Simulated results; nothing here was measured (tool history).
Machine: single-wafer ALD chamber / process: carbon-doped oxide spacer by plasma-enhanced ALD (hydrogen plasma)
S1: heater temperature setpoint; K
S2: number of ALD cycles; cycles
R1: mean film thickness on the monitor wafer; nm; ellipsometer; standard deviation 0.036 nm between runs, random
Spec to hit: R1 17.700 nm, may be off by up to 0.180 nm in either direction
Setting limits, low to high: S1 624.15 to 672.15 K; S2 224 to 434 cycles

run	hour	S1	S2	R1
1	0.0	648.15	329	16.653
2	8.8	648.15	335	16.905
3	10.2	653.15	335	16.923
4	12.4	659.15	335	16.915
5	18.2	659.15	339	17.175
6	22.5	659.15	342	17.291
7	28.1	659.15	344	17.416
8	34.1	659.15	345	17.437
9	35.9	659.15	346	17.435

Next run, 4 choices. One meets every target within its allowed miss, the rest don't. Which?
A	37.7	658.15	332	?
B	37.7	653.15	340	?
C	37.7	663.15	350	?
D	37.7	661.15	342	?

move	R1
A	16.798
B	17.202
C	17.708
D	17.304
A: lands further from the targets than the last run did
B: lands further from the targets than the last run did
C: hits every target within its allowed miss
D: lands further from the targets than the last run did
C meets every target.

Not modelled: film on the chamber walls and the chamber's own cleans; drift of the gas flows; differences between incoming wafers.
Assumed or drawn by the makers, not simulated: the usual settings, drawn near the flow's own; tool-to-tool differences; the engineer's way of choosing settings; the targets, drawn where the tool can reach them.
